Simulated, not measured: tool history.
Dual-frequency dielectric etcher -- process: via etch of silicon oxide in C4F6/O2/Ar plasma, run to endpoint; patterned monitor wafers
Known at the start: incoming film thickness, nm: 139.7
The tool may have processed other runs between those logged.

{"run": 1, "hour": 0.0, "bias power (kW)": 0.475, "source power (kW)": 0.35, "Ar flow (sccm)": 247, "endpoint time (s)": 31.917}
{"run": 2, "hour": 7.0, "bias power (kW)": 0.491, "source power (kW)": 0.36, "Ar flow (sccm)": 246, "endpoint time (s)": 31.113}
{"run": 3, "hour": 10.3, "bias power (kW)": 0.491, "source power (kW)": 0.34, "Ar flow (sccm)": 246, "endpoint time (s)": 31.823}
{"run": 4, "hour": 12.8, "bias power (kW)": 0.491, "source power (kW)": 0.38, "Ar flow (sccm)": 246, "endpoint time (s)": 30.385}
{"run": 5, "hour": 17.1, "bias power (kW)": 0.412, "source power (kW)": 0.38, "Ar flow (sccm)": 246, "endpoint time (s)": 33.504}
{"run": 6, "hour": 18.4, "bias power (kW)": 0.431, "source power (kW)": 0.38, "Ar flow (sccm)": 246, "endpoint time (s)": 32.894}
{"run": 7, "hour": 22.4, "bias power (kW)": 0.448, "source power (kW)": 0.38, "Ar flow (sccm)": 246, "endpoint time (s)": 31.801}
{"run": 8, "hour": 30.6, "bias power (kW)": 0.543, "source power (kW)": 0.41, "Ar flow (sccm)": 242, "endpoint time (s)": 27.679}
{"run": 9, "hour": 36.2, "bias power (kW)": 0.547, "source power (kW)": 0.41, "Ar flow (sccm)": 242, "endpoint time (s)": 27.852}
{"run": 10, "hour": 42.8, "bias power (kW)": 0.551, "source power (kW)": 0.41, "Ar flow (sccm)": 242, "endpoint time (s)": 27.776}

Predict the results of run 11:
{"run": 11, "hour": 50.0, "bias power (kW)": 0.555, "source power (kW)": 0.41, "Ar flow (sccm)": 242, "endpoint time (s)": "?"}

For run 11 the tool returned endpoint time (s) 27.441.

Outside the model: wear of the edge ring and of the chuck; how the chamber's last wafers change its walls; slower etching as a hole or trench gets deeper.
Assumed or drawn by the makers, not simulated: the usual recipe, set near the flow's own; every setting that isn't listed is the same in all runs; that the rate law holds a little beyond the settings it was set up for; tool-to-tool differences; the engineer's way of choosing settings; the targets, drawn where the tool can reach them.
